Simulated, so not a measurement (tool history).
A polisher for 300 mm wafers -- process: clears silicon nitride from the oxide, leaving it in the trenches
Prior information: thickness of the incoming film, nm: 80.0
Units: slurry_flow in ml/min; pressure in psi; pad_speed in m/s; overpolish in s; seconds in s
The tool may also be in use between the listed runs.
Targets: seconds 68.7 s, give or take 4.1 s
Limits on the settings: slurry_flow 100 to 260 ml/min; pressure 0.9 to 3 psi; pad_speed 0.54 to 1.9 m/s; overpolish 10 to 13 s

run,hour,slurry_flow,pressure,pad_speed,overpolish,seconds
1,0,165,1.9,1.22,13,90.33
2,2.2,165,1.5,1.22,13,107.94
3,5.1,165,1.7,1.24,13,97.208
4,8.5,165,1.3,1.24,13,117.72
5,17.4,165,1.6,1.26,13,102.13
6,20.2,165,1.8,1.28,13,92.252
7,25.4,165,2,1.3,13,83.996
8,33.2,165,2.1,1.32,13,78.594
9,39.6,165,2.2,1.32,13,75.489
10,46.5,165,2.3,1.32,13,74.26

Of the 4 settings listed for the next run, only one would bring every result within its allowed miss of target. Which one?
A,53.4,150,2.1,1.3,13,?
B,53.4,240,2.3,1.38,13,?
C,53.4,165,2.3,1.16,10,?
D,53.4,175,2.4,1.14,13,?

move,seconds
A,81.425
B,67.238
C,82.604
D,80.393
A: misses by more than the last run did
B: hits every target within its allowed miss
C: misses by more than the last run did
D: misses by more than the last run did
Go with B: it meets all targets.
